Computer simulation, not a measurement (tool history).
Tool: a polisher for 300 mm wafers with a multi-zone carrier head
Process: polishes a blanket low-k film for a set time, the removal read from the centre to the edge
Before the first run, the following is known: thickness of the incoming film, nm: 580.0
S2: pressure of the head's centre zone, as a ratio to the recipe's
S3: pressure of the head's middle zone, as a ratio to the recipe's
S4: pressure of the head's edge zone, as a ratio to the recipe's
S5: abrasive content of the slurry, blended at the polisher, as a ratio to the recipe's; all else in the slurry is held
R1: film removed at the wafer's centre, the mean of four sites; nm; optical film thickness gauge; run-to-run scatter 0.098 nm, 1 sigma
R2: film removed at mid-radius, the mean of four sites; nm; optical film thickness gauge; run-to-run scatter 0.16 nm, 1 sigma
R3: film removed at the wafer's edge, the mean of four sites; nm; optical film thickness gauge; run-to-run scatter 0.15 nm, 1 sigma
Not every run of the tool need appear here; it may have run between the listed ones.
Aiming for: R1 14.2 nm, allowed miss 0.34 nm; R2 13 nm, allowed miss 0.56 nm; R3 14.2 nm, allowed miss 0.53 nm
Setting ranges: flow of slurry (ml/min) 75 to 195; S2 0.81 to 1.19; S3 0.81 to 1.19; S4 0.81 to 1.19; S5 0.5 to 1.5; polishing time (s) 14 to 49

run 1 day=0 | flow_of_slurry_(ml/min)=125 S2=1 S3=1 S4=1 S5=1 polishing_time_(s)=31 | R1=15.809 R2=15.696 R3=15.642
run 2 day=0.283 | flow_of_slurry_(ml/min)=110 S2=1 S3=1 S4=1 S5=1 polishing_time_(s)=31 | R1=15.403 R2=15.285 R3=15.24
run 3 day=0.412 | flow_of_slurry_(ml/min)=125 S2=1 S3=1 S4=1 S5=1 polishing_time_(s)=31 | R1=15.968 R2=15.551 R3=15.821
run 4 day=0.754 | flow_of_slurry_(ml/min)=125 S2=1 S3=1 S4=0.96 S5=1 polishing_time_(s)=31 | R1=15.707 R2=16.074 R3=15.618
run 5 day=1.096 | flow_of_slurry_(ml/min)=95 S2=1 S3=1 S4=0.96 S5=1 polishing_time_(s)=31 | R1=14.792 R2=15.048 R3=14.948
run 6 day=1.292 | flow_of_slurry_(ml/min)=115 S2=1 S3=1 S4=0.96 S5=1 polishing_time_(s)=31 | R1=15.439 R2=15.35 R3=15.142
run 7 day=1.592 | flow_of_slurry_(ml/min)=105 S2=1 S3=0.97 S4=0.95 S5=1 polishing_time_(s)=31 | R1=15.071 R2=14.535 R3=15.132
run 8 day=1.7 | flow_of_slurry_(ml/min)=100 S2=1.01 S3=0.96 S4=0.94 S5=1 polishing_time_(s)=31 | R1=15.201 R2=14.657 R3=14.984
run 9 day=1.879 | flow_of_slurry_(ml/min)=95 S2=1.01 S3=0.94 S4=0.94 S5=1 polishing_time_(s)=31 | R1=14.893 R2=14.291 R3=14.63
run 10 day=2.183 | flow_of_slurry_(ml/min)=90 S2=1.01 S3=0.92 S4=0.95 S5=1 polishing_time_(s)=31 | R1=14.656 R2=13.736 R3=14.61
run 11 day=2.262 | flow_of_slurry_(ml/min)=75 S2=1.01 S3=0.89 S4=0.93 S5=1 polishing_time_(s)=31 | R1=13.637 R2=12.773 R3=13.937

5 candidate next runs follow, results not yet known. Just one meets every target within its allowed miss. Identify it.
run A day=2.342 | flow_of_slurry_(ml/min)=75 S2=0.91 S3=0.92 S4=0.96 S5=0.95 polishing_time_(s)=32 | R1=? R2=? R3=?
run B day=2.342 | flow_of_slurry_(ml/min)=75 S2=0.94 S3=0.87 S4=0.94 S5=1 polishing_time_(s)=31 | R1=? R2=? R3=?
run C day=2.342 | flow_of_slurry_(ml/min)=85 S2=0.95 S3=0.96 S4=0.9 S5=1 polishing_time_(s)=29 | R1=? R2=? R3=?
run D day=2.342 | flow_of_slurry_(ml/min)=90 S2=0.98 S3=0.85 S4=0.89 S5=1 polishing_time_(s)=31 | R1=? R2=? R3=?
run E day=2.342 | flow_of_slurry_(ml/min)=75 S2=0.99 S3=0.93 S4=0.89 S5=0.95 polishing_time_(s)=31 | R1=? R2=? R3=?

move=A R1=12.99 R2=13.102 R3=14.481
move=B R1=13.089 R2=12.374 R3=14.1
move=C R1=12.891 R2=12.882 R3=13.225
move=D R1=14.37 R2=12.822 R3=14.229
move=E R1=13.441 R2=12.789 R3=13.543
A: lands further from the targets than the last run did
B: lands further from the targets than the last run did
C: lands further from the targets than the last run did
D: all results in spec
E: lands further from the targets than the last run did
So the answer is move D, the one that meets all the targets.

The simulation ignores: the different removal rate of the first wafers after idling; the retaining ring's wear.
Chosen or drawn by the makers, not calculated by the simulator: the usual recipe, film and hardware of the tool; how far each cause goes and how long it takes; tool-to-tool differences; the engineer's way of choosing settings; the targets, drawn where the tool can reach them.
